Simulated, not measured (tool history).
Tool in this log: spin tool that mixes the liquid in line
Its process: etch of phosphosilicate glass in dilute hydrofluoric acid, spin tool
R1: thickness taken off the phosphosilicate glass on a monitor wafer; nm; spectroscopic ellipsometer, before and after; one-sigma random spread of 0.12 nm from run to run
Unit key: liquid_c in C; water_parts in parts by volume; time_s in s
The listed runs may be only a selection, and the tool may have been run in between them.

run 1 hour=0.0 | liquid_c=21.0 water_parts=175 time_s=15 | R1=10.5040
run 2 hour=1.2 | liquid_c=21.0 water_parts=175 time_s=15 | R1=10.4180
run 3 hour=7.5 | liquid_c=17.5 water_parts=175 time_s=15 | R1=9.0753
run 4 hour=13.5 | liquid_c=17.5 water_parts=175 time_s=15 | R1=9.0784
run 5 hour=14.1 | liquid_c=17.0 water_parts=175 time_s=15 | R1=8.8485
run 6 hour=21.2 | liquid_c=17.0 water_parts=240 time_s=15 | R1=6.0311
run 7 hour=26.2 | liquid_c=21.0 water_parts=170 time_s=15 | R1=10.7660
run 8 hour=26.8 | liquid_c=23.5 water_parts=150 time_s=15 | R1=13.7550
run 9 hour=27.5 | liquid_c=25.0 water_parts=135 time_s=15 | R1=16.3090
run 10 hour=32.6 | liquid_c=26.0 water_parts=125 time_s=15 | R1=18.5870
run 11 hour=36.8 | liquid_c=27.0 water_parts=120 time_s=15 | R1=20.1090

Run 12, settings as shown, results not yet in. Your forecast:
run 12 hour=43.9 | liquid_c=27.5 water_parts=120 time_s=15 | R1=?

R1: 20.4280 nm
